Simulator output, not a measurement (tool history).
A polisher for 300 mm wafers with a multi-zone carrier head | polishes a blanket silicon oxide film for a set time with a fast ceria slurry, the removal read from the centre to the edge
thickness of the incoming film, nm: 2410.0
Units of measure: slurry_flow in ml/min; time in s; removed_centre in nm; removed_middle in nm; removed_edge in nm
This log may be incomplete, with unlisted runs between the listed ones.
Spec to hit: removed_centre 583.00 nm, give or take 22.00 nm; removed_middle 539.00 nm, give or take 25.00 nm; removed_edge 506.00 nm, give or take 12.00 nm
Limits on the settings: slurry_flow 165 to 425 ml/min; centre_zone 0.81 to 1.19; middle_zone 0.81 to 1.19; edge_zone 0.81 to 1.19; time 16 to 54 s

run,hour,slurry_flow,centre_zone,middle_zone,edge_zone,time,removed_centre,removed_middle,removed_edge
1,0.0,275,1.00,1.00,1.00,35,390.46,394.48,400.19
2,8.5,275,1.00,1.00,1.00,39,435.11,437.99,445.69
3,10.5,290,1.06,1.04,1.03,40,470.97,460.31,462.40
4,11.1,320,1.06,1.04,1.03,40,478.90,472.10,463.65
5,13.1,320,0.99,1.04,1.03,40,445.90,464.76,463.99
6,14.8,320,0.99,1.04,1.03,46,517.53,543.86,534.09
7,23.8,330,1.03,1.03,1.00,46,535.11,541.00,528.48
8,28.3,330,1.03,1.03,1.00,46,541.70,548.06,530.60
9,31.7,335,1.06,1.02,0.98,46,546.03,536.72,525.97
10,35.8,340,1.09,1.03,0.96,46,560.07,536.60,527.78

4 next moves are on the table. One of them brings every result within its allowed miss. Which?
A,39.9,345,1.17,1.07,0.96,45,?,?,?
B,39.9,385,1.04,1.18,0.92,45,?,?,?
C,39.9,320,1.18,1.08,0.92,44,?,?,?
D,39.9,335,1.05,1.19,0.83,46,?,?,?

move,removed_centre,removed_middle,removed_edge
A,594.59,544.43,504.75
B,540.92,598.10,497.62
C,581.37,532.81,481.11
D,550.43,608.59,480.99
A: all results land within tolerance of their targets
B: brings the last run's worst result on target, with another outside its allowed miss
C: takes the result that was furthest off past its target
D: takes the result that was furthest off past its target
The move that meets every target is A.
